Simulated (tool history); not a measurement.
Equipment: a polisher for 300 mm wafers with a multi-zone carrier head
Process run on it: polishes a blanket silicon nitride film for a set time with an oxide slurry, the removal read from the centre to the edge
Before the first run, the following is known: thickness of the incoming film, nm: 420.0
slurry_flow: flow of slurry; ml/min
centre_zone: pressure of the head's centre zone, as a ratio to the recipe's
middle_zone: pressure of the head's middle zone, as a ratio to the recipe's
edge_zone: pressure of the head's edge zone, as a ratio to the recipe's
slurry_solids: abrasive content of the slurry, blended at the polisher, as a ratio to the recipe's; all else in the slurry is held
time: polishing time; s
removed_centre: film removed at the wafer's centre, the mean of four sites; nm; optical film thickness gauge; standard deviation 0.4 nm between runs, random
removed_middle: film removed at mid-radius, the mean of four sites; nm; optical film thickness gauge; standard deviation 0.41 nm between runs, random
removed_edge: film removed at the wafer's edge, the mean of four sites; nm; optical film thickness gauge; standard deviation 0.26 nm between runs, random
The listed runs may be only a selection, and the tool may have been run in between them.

run 1 hour=0 | slurry_flow=240 centre_zone=1 middle_zone=1 edge_zone=1 slurry_solids=1 time=48 | removed_centre=27.838 removed_middle=28.291 removed_edge=28.786
run 2 hour=8.9 | slurry_flow=245 centre_zone=1.01 middle_zone=1.01 edge_zone=1.02 slurry_solids=1 time=48 | removed_centre=28.63 removed_middle=29.011 removed_edge=28.974
run 3 hour=13 | slurry_flow=250 centre_zone=1.01 middle_zone=1.01 edge_zone=1.04 slurry_solids=1 time=48 | removed_centre=29.492 removed_middle=28.813 removed_edge=28.798
run 4 hour=18.6 | slurry_flow=250 centre_zone=1 middle_zone=1.01 edge_zone=1.04 slurry_solids=1.05 time=48 | removed_centre=28.625 removed_middle=29.247 removed_edge=29.6
run 5 hour=24.9 | slurry_flow=250 centre_zone=0.96 middle_zone=1.01 edge_zone=1.04 slurry_solids=1.05 time=48 | removed_centre=28.021 removed_middle=29.088 removed_edge=29.742
run 6 hour=25.8 | slurry_flow=310 centre_zone=0.96 middle_zone=1.01 edge_zone=1.04 slurry_solids=1.05 time=48 | removed_centre=28.254 removed_middle=29.714 removed_edge=29.545
run 7 hour=30.3 | slurry_flow=310 centre_zone=0.97 middle_zone=1.01 edge_zone=1.05 slurry_solids=1.1 time=48 | removed_centre=28.903 removed_middle=29.997 removed_edge=30.759

The next listed run, before its measurement:
run 8 hour=38.1 | slurry_flow=310 centre_zone=0.98 middle_zone=1.02 edge_zone=1.05 slurry_solids=1.1 time=48 | removed_centre=? removed_middle=? removed_edge=?

{"run 8": {"removed_centre": 28.886, "removed_middle": 30.355, "removed_edge": 31.179}}

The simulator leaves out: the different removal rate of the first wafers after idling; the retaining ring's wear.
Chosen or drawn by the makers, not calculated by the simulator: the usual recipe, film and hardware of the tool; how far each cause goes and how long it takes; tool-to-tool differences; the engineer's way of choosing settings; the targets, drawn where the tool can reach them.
